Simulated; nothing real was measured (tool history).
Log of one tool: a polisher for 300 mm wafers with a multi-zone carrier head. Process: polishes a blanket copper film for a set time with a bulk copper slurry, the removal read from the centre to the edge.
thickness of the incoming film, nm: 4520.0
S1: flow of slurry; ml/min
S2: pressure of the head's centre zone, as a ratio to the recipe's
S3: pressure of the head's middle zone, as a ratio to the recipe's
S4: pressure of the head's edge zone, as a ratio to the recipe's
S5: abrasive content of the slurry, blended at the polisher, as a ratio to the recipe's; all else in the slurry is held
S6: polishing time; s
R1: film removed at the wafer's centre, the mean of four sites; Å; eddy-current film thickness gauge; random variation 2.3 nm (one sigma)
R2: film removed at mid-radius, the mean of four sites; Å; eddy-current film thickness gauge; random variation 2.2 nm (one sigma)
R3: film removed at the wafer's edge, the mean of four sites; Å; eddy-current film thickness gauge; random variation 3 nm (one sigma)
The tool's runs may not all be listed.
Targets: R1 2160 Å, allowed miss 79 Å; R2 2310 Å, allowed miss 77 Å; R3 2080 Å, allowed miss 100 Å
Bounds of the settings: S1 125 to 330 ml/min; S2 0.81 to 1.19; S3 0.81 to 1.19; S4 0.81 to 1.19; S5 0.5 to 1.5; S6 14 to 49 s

run  hour   S1    S2    S3    S4  S5  S6      R1      R2      R3
  1     0  210     1     1     1   1  31    2749    2711  2789.1
  2     7  210     1     1  1.06   1  31  2727.7  2714.8    2879
  3  14.1  210     1  0.93  1.06   1  31  2716.1  2554.2  2894.7
  4  22.3  210     1  0.93  1.06   1  23    2000  1879.9  2070.3
  5  29.4  240     1  0.93  1.06   1  23  2033.4  1944.6  2220.1
  6  31.5  240  1.01  0.97  1.04   1  23  2057.6  1996.5  2154.7
  7  34.3  240  1.01  0.97  1.04   1  23  2050.6  2014.9  2106.8
  8  34.9  290  1.03  1.07  0.98   1  23  2100.1  2220.7  2149.8
  9  37.9  290  1.04  1.08  0.97   1  23  2158.5  2207.2    2075

5 next moves are on the table. One of them brings every result within its allowed miss. Which?
  A  40.9  315  1.16  1.06  0.85  1.05  22   ?   ?   ?
  B  40.9  255  1.09  1.18  0.89     1  24   ?   ?   ?
  C  40.9  325  1.01  1.09  0.91  0.95  24   ?   ?   ?
  D  40.9  270  1.08  1.04  0.98  1.05  23   ?   ?   ?
  E  40.9  305     1  0.99  1.05  1.05  24   ?   ?   ?

move      R1      R2      R3
   A  2288.2    2114  1877.2
   B    2304  2472.3  2048.8
   C  2180.9  2338.4  2088.1
   D  2212.7  2149.3  2077.8
   E  2176.5  2172.2  2259.6
A: further off than the last run
B: takes the result that was furthest off past its target
C: meets every target
D: further off than the last run
E: further off than the last run
Move C is the one to make.

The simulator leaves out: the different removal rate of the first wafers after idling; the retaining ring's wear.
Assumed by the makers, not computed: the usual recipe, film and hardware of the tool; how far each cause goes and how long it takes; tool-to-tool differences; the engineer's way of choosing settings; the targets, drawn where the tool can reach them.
